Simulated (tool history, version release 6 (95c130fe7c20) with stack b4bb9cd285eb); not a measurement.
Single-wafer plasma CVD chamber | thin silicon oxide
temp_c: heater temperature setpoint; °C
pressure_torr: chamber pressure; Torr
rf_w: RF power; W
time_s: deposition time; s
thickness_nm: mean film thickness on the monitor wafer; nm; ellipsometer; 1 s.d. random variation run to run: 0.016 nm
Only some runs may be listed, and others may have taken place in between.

run 1 day=0 | temp_c=410 pressure_torr=0.646 rf_w=285 time_s=5.26 | thickness_nm=7.1793
run 2 day=0.212 | temp_c=410 pressure_torr=0.719 rf_w=285 time_s=5.26 | thickness_nm=7.9604
run 3 day=0.496 | temp_c=410 pressure_torr=0.674 rf_w=285 time_s=5.26 | thickness_nm=7.4719
run 4 day=0.779 | temp_c=410 pressure_torr=0.674 rf_w=285 time_s=5.03 | thickness_nm=7.1309
run 5 day=0.804 | temp_c=410 pressure_torr=0.674 rf_w=305 time_s=5.03 | thickness_nm=7.3715
run 6 day=1.162 | temp_c=410 pressure_torr=0.674 rf_w=290 time_s=5.03 | thickness_nm=7.2041
run 7 day=1.354 | temp_c=410 pressure_torr=0.649 rf_w=290 time_s=5.03 | thickness_nm=6.9774

What will run 8 give?
run 8 day=1.488 | temp_c=410 pressure_torr=0.63 rf_w=290 time_s=5.03 | thickness_nm=?

thickness_nm: 6.7911 nm
